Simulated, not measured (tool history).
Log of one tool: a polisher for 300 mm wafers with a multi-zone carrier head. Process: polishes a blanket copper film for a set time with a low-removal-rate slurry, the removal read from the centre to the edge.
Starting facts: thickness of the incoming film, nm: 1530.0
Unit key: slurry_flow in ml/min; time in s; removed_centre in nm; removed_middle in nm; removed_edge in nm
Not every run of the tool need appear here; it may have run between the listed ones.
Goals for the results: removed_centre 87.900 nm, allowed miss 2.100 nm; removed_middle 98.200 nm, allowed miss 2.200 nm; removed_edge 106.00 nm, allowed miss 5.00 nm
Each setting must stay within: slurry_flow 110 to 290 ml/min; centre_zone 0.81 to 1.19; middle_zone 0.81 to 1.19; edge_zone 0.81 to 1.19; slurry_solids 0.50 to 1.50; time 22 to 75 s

run,hour,slurry_flow,centre_zone,middle_zone,edge_zone,slurry_solids,time,removed_centre,removed_middle,removed_edge
1,0.0,185,1.00,1.00,1.00,1.00,48,119.680,118.080,120.04
2,6.8,175,0.97,0.99,0.99,0.95,48,113.770,115.850,116.74
3,13.8,175,0.97,0.99,1.06,0.95,48,113.110,113.100,122.57
4,16.9,175,0.97,0.91,1.06,0.95,48,112.870,107.220,117.23
5,25.6,170,0.95,0.90,1.05,0.95,48,110.300,107.100,119.19
6,31.4,170,0.95,0.90,1.05,0.75,48,103.140,100.150,112.46
7,37.1,165,0.94,0.90,1.04,0.75,48,101.530,99.666,112.63
8,37.8,160,0.93,0.90,1.02,0.75,48,100.160,97.852,109.48
9,39.4,155,0.92,0.91,1.01,0.75,48,97.907,97.828,110.05
10,47.2,150,0.91,0.92,1.00,0.75,48,96.702,100.660,108.23
11,48.5,145,0.90,0.92,1.00,0.75,48,96.116,99.355,107.24
12,50.1,140,0.89,0.92,1.00,0.75,48,93.241,99.988,108.12

Consider the 4 candidate settings below. Which is the only one whose results all fall within their allowed miss of target?
A,51.7,135,0.92,0.88,0.98,0.90,47,?,?,?
B,51.7,195,0.95,0.91,0.98,0.55,50,?,?,?
C,51.7,110,0.87,0.97,1.04,0.75,47,?,?,?
D,51.7,150,0.87,0.90,1.03,0.85,46,?,?,?

move,removed_centre,removed_middle,removed_edge
A,100.080,98.074,110.99
B,99.145,95.846,104.61
C,87.170,97.399,105.72
D,92.394,97.219,109.99
A: further off than the last run
B: further off than the last run
C: all results land within tolerance of their targets
D: moves toward the targets from the last run without getting all of them in spec
So the answer is move C, the one that meets all the targets.

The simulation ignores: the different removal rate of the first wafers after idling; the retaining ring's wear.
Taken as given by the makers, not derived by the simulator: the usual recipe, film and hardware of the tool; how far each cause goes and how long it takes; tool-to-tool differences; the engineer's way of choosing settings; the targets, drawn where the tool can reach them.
